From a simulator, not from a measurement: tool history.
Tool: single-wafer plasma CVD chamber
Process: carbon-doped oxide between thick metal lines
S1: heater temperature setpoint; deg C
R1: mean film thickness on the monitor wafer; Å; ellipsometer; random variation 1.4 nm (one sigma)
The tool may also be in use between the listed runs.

{"run": 1, "hour": 0.0, "S1": 325, "chamber pressure (Pa)": 819, "RF power (kW)": 0.54, "deposition time (s)": 160, "R1": 8218}
{"run": 2, "hour": 0.8, "S1": 325, "chamber pressure (Pa)": 868, "RF power (kW)": 0.54, "deposition time (s)": 160, "R1": 8275.6}
{"run": 3, "hour": 5.9, "S1": 321, "chamber pressure (Pa)": 868, "RF power (kW)": 0.54, "deposition time (s)": 160, "R1": 8393.6}
{"run": 4, "hour": 14.7, "S1": 328, "chamber pressure (Pa)": 796, "RF power (kW)": 0.5, "deposition time (s)": 160, "R1": 7608.1}
{"run": 5, "hour": 17.4, "S1": 321, "chamber pressure (Pa)": 796, "RF power (kW)": 0.5, "deposition time (s)": 160, "R1": 7821.7}
{"run": 6, "hour": 22.2, "S1": 321, "chamber pressure (Pa)": 651, "RF power (kW)": 0.5, "deposition time (s)": 160, "R1": 7659.8}
{"run": 7, "hour": 22.9, "S1": 327, "chamber pressure (Pa)": 597, "RF power (kW)": 0.485, "deposition time (s)": 160, "R1": 7181.5}
{"run": 8, "hour": 28.1, "S1": 332, "chamber pressure (Pa)": 575, "RF power (kW)": 0.485, "deposition time (s)": 160, "R1": 7026.1}
{"run": 9, "hour": 34.8, "S1": 336, "chamber pressure (Pa)": 555, "RF power (kW)": 0.485, "deposition time (s)": 160, "R1": 6893.1}

Run 10 comes next. What will it give?
{"run": 10, "hour": 38.5, "S1": 336, "chamber pressure (Pa)": 555, "RF power (kW)": 0.485, "deposition time (s)": 160, "R1": "?"}

R1: 6919.8 Å
